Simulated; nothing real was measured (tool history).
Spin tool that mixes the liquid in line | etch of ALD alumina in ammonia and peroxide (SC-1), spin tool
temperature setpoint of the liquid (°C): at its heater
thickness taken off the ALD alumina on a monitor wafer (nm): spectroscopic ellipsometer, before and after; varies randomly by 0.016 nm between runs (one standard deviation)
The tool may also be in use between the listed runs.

| run | hour | temperature setpoint of the liquid (°C) | parts of 29 % ammonia solution to one part of 30 % peroxide (parts by volume) | time under the liquid (s) | thickness taken off the ALD alumina on a monitor wafer (nm) |
|---|---|---|---|---|---|
| 1 | 0 | 63 | 0.9 | 25 | 2.6447 |
| 2 | 4.5 | 61 | 0.9 | 25 | 2.3814 |
| 3 | 11.2 | 59.5 | 0.9 | 25 | 2.2264 |
| 4 | 18.2 | 59.5 | 1.05 | 25 | 2.2089 |
| 5 | 21.9 | 59.5 | 1.05 | 25 | 2.2105 |
| 6 | 30.7 | 59.5 | 1.2 | 25 | 2.2274 |
| 7 | 36 | 58.5 | 1.2 | 25 | 2.1302 |

Run 8, settings as shown, results not yet in. Your forecast:
| 8 | 36.7 | 58 | 1.2 | 25 | ? |

Run 8 produced thickness taken off the ALD alumina on a monitor wafer (nm) 2.075.

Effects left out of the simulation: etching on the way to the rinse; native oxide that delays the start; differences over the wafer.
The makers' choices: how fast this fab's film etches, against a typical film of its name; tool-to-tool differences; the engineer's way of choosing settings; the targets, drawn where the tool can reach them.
